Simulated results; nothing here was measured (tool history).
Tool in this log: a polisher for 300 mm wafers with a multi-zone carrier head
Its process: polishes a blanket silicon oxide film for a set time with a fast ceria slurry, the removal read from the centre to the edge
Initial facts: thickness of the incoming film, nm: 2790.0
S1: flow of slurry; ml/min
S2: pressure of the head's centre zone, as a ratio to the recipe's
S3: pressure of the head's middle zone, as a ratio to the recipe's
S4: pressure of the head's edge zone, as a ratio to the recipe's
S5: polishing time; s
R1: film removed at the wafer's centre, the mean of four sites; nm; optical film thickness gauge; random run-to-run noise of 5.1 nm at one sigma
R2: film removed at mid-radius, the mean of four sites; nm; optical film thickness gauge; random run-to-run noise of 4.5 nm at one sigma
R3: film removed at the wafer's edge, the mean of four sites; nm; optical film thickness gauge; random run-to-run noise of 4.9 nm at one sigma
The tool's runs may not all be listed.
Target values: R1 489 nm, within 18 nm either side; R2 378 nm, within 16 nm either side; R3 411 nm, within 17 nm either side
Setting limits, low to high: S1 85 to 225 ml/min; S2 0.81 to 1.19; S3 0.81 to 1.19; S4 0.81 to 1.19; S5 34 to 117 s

run,hour,S1,S2,S3,S4,S5,R1,R2,R3
1,0,145,1,1,1,75,660.39,625.42,605.09
2,1.6,145,1,0.95,1,75,663.36,600.79,608.33
3,9.9,140,1.02,0.91,0.97,67,596.68,543.9,540
4,15.3,140,1.02,0.96,0.97,67,599.95,545.89,528.11
5,17.7,140,0.95,0.96,0.97,67,547.66,550.27,533.75
# hour 21.1: edge zone pressure recalibrated
6,21.1,140,0.95,0.92,0.97,67,554.38,526.92,561.3
7,23.9,135,1,0.89,0.98,60,523.16,461.12,503.09
8,25.9,125,1.03,0.88,0.97,57,495.05,427.6,456.82
9,28.1,120,1.06,0.87,0.97,56,489.87,409.31,463.67
10,32.1,160,1.1,0.82,0.87,48,479.51,358.13,382.37

Below are 4 possible settings for the next run. Only one of them brings all results inside the allowed miss of their targets. Which is it?
A,36.1,170,1.08,0.82,0.88,50,?,?,?
B,36.1,100,1.13,0.81,1,53,?,?,?
C,36.1,125,1.03,0.81,0.9,53,?,?,?
D,36.1,170,1.17,0.81,0.81,46,?,?,?

move,R1,R2,R3
A,498,379.97,410.61
B,475.3,350.1,421.48
C,466.84,374.03,419.47
D,496.58,346.64,364.12
A: each result inside its tolerance
B: the worst result of the last run now meets its target, but another is out of spec
C: the worst result of the last run now meets its target, but another is out of spec
D: lands further from the targets than the last run did
A is the move that brings every result within its allowed miss.
